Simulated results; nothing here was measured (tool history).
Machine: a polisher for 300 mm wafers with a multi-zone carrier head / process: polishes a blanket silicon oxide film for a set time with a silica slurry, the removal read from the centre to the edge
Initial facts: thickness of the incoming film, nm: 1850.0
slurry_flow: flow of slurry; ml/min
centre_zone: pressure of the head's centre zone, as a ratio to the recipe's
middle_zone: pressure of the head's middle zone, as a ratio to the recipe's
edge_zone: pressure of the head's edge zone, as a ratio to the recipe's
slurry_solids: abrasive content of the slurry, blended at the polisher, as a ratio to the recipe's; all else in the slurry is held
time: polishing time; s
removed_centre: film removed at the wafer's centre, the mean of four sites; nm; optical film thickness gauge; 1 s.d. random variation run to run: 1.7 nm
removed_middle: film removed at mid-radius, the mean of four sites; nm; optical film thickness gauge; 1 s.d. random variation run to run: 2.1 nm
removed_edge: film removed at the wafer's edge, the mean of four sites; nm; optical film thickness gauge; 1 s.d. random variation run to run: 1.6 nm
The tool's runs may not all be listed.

run  hour  slurry_flow  centre_zone  middle_zone  edge_zone  slurry_solids  time  removed_centre  removed_middle  removed_edge
  1   0.0          125         1.00         1.00       1.00           1.00    54          245.26          243.57        249.86
  2   4.5          120         0.98         1.00       0.99           0.95    53          232.34          230.40        241.13
  3  13.2          120         0.96         1.02       0.99           0.90    51          213.54          219.34        228.07
  4  20.3          140         0.96         1.02       0.99           0.90    51          223.88          224.65        233.26
     26.8  -- slurry nozzle cleaned
  5  26.8          120         0.96         1.02       0.99           0.90    51          228.70          241.54        236.05
  6  34.4          120         0.96         1.02       0.99           0.90    43          193.16          197.40        196.99

Run 7 comes next. What will it give?
  7  42.3          115         0.94         1.03       1.00           0.85    42               ?               ?             ?

{"run 7": {"removed_centre": 176.63, "removed_middle": 186.89, "removed_edge": 186.92}}
